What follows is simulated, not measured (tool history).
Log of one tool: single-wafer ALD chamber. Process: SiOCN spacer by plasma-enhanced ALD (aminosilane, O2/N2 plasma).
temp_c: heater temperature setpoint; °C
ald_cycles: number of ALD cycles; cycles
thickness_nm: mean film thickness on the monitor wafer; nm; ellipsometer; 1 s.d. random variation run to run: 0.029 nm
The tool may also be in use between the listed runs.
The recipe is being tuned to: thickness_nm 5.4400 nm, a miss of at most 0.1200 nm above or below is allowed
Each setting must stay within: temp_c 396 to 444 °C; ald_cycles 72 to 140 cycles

run,hour,temp_c,ald_cycles,thickness_nm
1,0.0,420,106,5.9877
2,1.5,422,105,5.8996
3,6.6,422,117,6.5654
4,15.0,428,117,6.4574
5,20.0,428,110,6.0043
6,26.3,420,110,6.2256
7,33.0,423,108,6.0133
8,34.1,425,107,5.9300
9,37.2,425,107,5.9201
10,38.3,427,106,5.8062

Pick the move, out of 4, that brings all results within their allowed miss; only one does.
A,39.4,417,107,?
B,39.4,430,106,?
C,39.4,437,103,?
D,39.4,415,102,?

move,thickness_nm
A,6.0556
B,5.7232
C,5.4169
D,5.8135
A: the biggest miss grows against the last run
B: nearer the targets than the last run, but a result is still out of spec
C: every result lands within tolerance
D: neither nearer nor further off than the last run
Answer: C
